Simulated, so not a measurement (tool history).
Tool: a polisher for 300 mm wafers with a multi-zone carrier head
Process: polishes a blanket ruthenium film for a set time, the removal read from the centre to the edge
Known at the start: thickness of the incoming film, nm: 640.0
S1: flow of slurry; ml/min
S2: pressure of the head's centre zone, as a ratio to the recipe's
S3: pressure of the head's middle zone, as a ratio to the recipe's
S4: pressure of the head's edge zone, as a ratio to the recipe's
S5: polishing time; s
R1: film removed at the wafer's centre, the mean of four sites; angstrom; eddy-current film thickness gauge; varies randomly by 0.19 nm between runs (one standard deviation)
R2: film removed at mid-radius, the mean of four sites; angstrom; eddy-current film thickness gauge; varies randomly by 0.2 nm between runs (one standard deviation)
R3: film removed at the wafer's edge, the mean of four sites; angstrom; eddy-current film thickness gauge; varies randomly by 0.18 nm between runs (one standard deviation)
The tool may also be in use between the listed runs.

run  hour   S1    S2    S3    S4  S5      R1      R2      R3
  1     0  135     1     1     1  54  467.03  460.06  446.21
  2   2.6  130  1.01  0.97     1  50   433.3  411.76  411.55
  3   6.2  125  1.02  0.95     1  47  406.16  381.84  388.66
  4  13.9  125  0.98  0.95     1  47  391.82  379.83  384.25
  5  20.5  120     1  0.93  1.01  44  373.16  352.06  358.06
  6  27.7  120     1  0.93  1.09  44  370.31  346.12  372.09

Expected results for the next run?
  7  31.3  115  1.02  0.91  1.1  42   ?   ?   ?

{"run 7": {"R1": 356.3, "R2": 323.44, "R3": 356.88}}
